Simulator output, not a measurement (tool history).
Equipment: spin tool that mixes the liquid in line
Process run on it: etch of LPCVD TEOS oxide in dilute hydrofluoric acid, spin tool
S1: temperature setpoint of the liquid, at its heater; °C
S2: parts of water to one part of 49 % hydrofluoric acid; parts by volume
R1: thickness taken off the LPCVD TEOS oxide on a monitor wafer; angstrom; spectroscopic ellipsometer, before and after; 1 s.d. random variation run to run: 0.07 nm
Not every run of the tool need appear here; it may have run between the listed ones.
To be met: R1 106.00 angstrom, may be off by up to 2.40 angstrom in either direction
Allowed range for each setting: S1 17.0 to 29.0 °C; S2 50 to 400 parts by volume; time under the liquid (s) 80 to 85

Run 1, hour 0.0: S1 21.0 °C, S2 225 parts by volume, time under the liquid (s) 80. Result: R1 175.54 angstrom.
Run 2, hour 4.9: S1 21.0 °C, S2 225 parts by volume, time under the liquid (s) 80. Result: R1 172.41 angstrom.
Run 3, hour 5.9: S1 21.0 °C, S2 225 parts by volume, time under the liquid (s) 85. Result: R1 186.37 angstrom.
Run 4, hour 11.8: S1 20.0 °C, S2 240 parts by volume, time under the liquid (s) 85. Result: R1 165.54 angstrom.
Run 5, hour 18.6: S1 20.0 °C, S2 240 parts by volume, time under the liquid (s) 85. Result: R1 164.93 angstrom.
Run 6, hour 19.5: S1 20.0 °C, S2 240 parts by volume, time under the liquid (s) 80. Result: R1 156.23 angstrom.
Run 7, hour 24.2: S1 19.5 °C, S2 255 parts by volume, time under the liquid (s) 80. Result: R1 140.84 angstrom.
Run 8, hour 26.3: S1 19.0 °C, S2 265 parts by volume, time under the liquid (s) 80. Result: R1 131.50 angstrom.
Run 9, hour 30.4: S1 18.5 °C, S2 270 parts by volume, time under the liquid (s) 80. Result: R1 125.91 angstrom.
Run 10, hour 33.3: S1 18.0 °C, S2 275 parts by volume, time under the liquid (s) 80. Result: R1 121.59 angstrom.
Run 11, hour 34.6: S1 18.0 °C, S2 280 parts by volume, time under the liquid (s) 80. Result: R1 118.51 angstrom.
Run 12, hour 38.7: S1 18.0 °C, S2 285 parts by volume, time under the liquid (s) 80. Result: R1 116.85 angstrom.
Run 13, hour 47.5: S1 18.0 °C, S2 290 parts by volume, time under the liquid (s) 80. Result: R1 115.53 angstrom.
Run 14, hour 49.8: S1 18.0 °C, S2 295 parts by volume, time under the liquid (s) 80. Result: R1 111.70 angstrom.
Run 15, hour 56.9: S1 17.5 °C, S2 295 parts by volume, time under the liquid (s) 80. Result: R1 110.74 angstrom.

Which of these 4 next moves meets every target?
Run A, hour 64.0: S1 17.0 °C, S2 300 parts by volume, time under the liquid (s) 85. Result: R1 ?.
Run B, hour 64.0: S1 17.0 °C, S2 310 parts by volume, time under the liquid (s) 80. Result: R1 ?.
Run C, hour 64.0: S1 19.0 °C, S2 290 parts by volume, time under the liquid (s) 80. Result: R1 ?.
Run D, hour 64.0: S1 17.0 °C, S2 315 parts by volume, time under the liquid (s) 85. Result: R1 ?.

move      R1
   A  113.17
   B  102.27
   C  119.83
   D  106.51
A: the biggest miss grows against the last run
B: the result that was furthest off in the last run now lies on the other side of its target
C: the biggest miss grows against the last run
D: all results in spec
The right move is D.
